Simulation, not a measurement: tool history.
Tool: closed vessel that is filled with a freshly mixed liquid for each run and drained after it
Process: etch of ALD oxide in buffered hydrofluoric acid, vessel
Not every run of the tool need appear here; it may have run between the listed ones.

run,hour,temperature setpoint of the liquid (C),parts of 40 % ammonium fluoride to one part of 49 % hydrofluoric acid (parts by volume),time in the liquid (s),thickness taken off the ALD oxide on a monitor wafer (angstrom)
1,0,21,12,30,250.26
2,5.4,22.5,11,30,293.85
3,12.8,24,10,30,351.28
4,15.8,24,12,30,293.32
5,24,22.5,12,30,272.08
6,30.7,22.5,12,30,267.5
7,34,24,11,30,323.36
8,35.7,25,10.5,30,354.69

What will run 9 give?
9,42.5,26,10,30,?

thickness taken off the ALD oxide on a monitor wafer (angstrom): 388.2

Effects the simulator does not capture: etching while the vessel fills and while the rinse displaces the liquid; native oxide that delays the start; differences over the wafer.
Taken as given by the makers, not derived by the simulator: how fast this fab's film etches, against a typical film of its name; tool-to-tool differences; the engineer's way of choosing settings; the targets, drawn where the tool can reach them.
